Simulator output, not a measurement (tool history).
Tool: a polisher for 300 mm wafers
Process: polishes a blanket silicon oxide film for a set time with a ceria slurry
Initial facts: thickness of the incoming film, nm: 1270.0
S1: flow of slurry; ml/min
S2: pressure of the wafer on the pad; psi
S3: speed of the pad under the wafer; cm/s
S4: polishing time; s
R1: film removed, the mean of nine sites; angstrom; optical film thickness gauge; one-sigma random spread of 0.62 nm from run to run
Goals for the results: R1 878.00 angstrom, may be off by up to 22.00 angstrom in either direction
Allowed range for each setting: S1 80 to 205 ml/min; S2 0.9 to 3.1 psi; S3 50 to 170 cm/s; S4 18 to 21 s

run	hour	S1	S2	S3	S4	R1
1	0.0	135	2.0	110	21	759.15
2	6.4	145	2.0	110	21	762.84
3	9.6	150	2.1	110	21	809.28
4	17.4	150	2.1	86	21	623.64
5	23.4	140	2.1	86	21	627.14
6	30.2	140	2.2	86	21	649.36
7	33.9	145	2.3	86	21	686.65
8	40.1	150	2.4	86	21	714.82

Consider the 5 candidate settings below. Which is the only one whose results all fall within their allowed miss of target?
A	46.3	160	2.4	74	18	?
B	46.3	125	2.7	70	21	?
C	46.3	130	2.3	98	18	?
D	46.3	145	2.6	102	20	?
E	46.3	120	2.4	76	18	?

move	R1
A	539.52
B	648.58
C	660.23
D	871.75
E	533.09
A: lands further from the targets than the last run did
B: lands further from the targets than the last run did
C: lands further from the targets than the last run did
D: all results land within tolerance of their targets
E: lands further from the targets than the last run did
Go with D: it meets all targets.
